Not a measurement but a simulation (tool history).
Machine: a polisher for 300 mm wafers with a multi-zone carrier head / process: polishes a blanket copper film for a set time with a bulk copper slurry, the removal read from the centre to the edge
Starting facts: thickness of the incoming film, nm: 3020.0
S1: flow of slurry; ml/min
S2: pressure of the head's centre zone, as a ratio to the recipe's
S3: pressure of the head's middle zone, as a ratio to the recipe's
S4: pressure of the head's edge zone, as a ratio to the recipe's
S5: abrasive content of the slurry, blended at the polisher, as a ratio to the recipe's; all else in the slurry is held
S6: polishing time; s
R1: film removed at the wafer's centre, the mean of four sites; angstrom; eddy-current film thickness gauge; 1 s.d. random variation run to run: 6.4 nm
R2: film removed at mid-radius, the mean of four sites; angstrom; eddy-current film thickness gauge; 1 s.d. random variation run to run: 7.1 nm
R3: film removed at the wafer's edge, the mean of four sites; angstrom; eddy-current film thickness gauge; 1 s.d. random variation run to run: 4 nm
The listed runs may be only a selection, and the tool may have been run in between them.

run,hour,S1,S2,S3,S4,S5,S6,R1,R2,R3
1,0,150,1,1,1,1,64,6625.5,6525.7,6750.3
2,3.9,150,1,1,1,0.8,64,6232.6,6176.5,6462.9
3,12.7,150,1,1,1.05,0.8,64,6108.2,6169,6462.9
4,17.1,145,0.99,1.01,1.05,0.75,63,5969,6051.4,6287
5,18.3,145,0.92,1.01,1.05,0.75,63,5359.4,5993.5,6364
6,21.6,140,0.92,1.02,1.04,0.7,62,5282,5957.2,5999.7

Run 7 is up next; what results do you expect?
7,25.3,135,0.91,1.02,1.03,0.7,62,?,?,?

Run 7 came out at R1 5111.7 angstrom, R2 5707 angstrom, R3 5948 angstrom.
